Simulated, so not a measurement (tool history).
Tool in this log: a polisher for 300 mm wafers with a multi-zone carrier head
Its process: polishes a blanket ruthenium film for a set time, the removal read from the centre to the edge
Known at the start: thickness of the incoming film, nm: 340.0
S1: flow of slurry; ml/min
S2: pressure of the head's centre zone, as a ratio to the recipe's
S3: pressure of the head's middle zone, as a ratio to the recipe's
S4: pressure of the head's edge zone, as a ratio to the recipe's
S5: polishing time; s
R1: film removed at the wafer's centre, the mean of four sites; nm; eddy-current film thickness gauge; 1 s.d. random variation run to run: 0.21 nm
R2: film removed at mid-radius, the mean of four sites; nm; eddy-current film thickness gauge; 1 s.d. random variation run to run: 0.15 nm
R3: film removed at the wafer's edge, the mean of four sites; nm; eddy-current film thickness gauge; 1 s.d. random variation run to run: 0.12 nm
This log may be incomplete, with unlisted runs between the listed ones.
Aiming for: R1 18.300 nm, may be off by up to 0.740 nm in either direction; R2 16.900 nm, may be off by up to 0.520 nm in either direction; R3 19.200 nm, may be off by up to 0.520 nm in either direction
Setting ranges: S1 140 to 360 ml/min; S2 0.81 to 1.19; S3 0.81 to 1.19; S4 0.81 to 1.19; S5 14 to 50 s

Run 1, hour 0.0: S1 230 ml/min, S2 1.00, S3 1.00, S4 1.00, S5 32 s. Result: R1 28.311 nm, R2 26.946 nm, R3 27.903 nm.
Run 2, hour 7.3: S1 230 ml/min, S2 1.00, S3 0.92, S4 1.00, S5 32 s. Result: R1 28.491 nm, R2 25.352 nm, R3 28.354 nm.
Run 3, hour 11.0: S1 230 ml/min, S2 1.00, S3 0.92, S4 1.00, S5 29 s. Result: R1 25.504 nm, R2 22.990 nm, R3 25.736 nm.
Run 4, hour 14.5: S1 220 ml/min, S2 0.98, S3 0.90, S4 0.96, S5 27 s. Result: R1 23.756 nm, R2 20.688 nm, R3 23.246 nm.
Run 5, hour 22.0: S1 220 ml/min, S2 1.04, S3 0.90, S4 0.96, S5 27 s. Result: R1 24.972 nm, R2 21.006 nm, R3 23.320 nm.
Run 6, hour 25.6: S1 210 ml/min, S2 0.98, S3 0.89, S4 0.94, S5 26 s. Result: R1 22.293 nm, R2 20.017 nm, R3 21.842 nm.
Run 7, hour 27.0: S1 165 ml/min, S2 0.89, S3 0.81, S4 0.91, S5 23 s. Result: R1 17.479 nm, R2 16.140 nm, R3 19.286 nm.
Run 8, hour 33.0: S1 170 ml/min, S2 0.90, S3 0.82, S4 0.90, S5 23 s. Result: R1 17.960 nm, R2 16.250 nm, R3 19.006 nm.

Pick the move, out of 4, that brings all results within their allowed miss; only one does.
Run A, hour 39.0: S1 220 ml/min, S2 0.94, S3 0.81, S4 0.87, S5 25 s. Result: R1 ?, R2 ?, R3 ?.
Run B, hour 39.0: S1 140 ml/min, S2 0.90, S3 0.83, S4 0.85, S5 24 s. Result: R1 ?, R2 ?, R3 ?.
Run C, hour 39.0: S1 260 ml/min, S2 0.97, S3 1.00, S4 0.89, S5 21 s. Result: R1 ?, R2 ?, R3 ?.
Run D, hour 39.0: S1 145 ml/min, S2 0.86, S3 0.88, S4 0.85, S5 23 s. Result: R1 ?, R2 ?, R3 ?.

move      R1      R2      R3
   A  20.548  17.752  20.491
   B  18.196  16.793  18.968
   C  18.063  17.979  17.510
   D  16.750  16.936  18.202
A: carries the result that was furthest off beyond its target, to the other side
B: every result within its allowed miss
C: carries the result that was furthest off beyond its target, to the other side
D: brings the last run's worst result on target, with another outside its allowed miss
Go with B: it meets all targets.
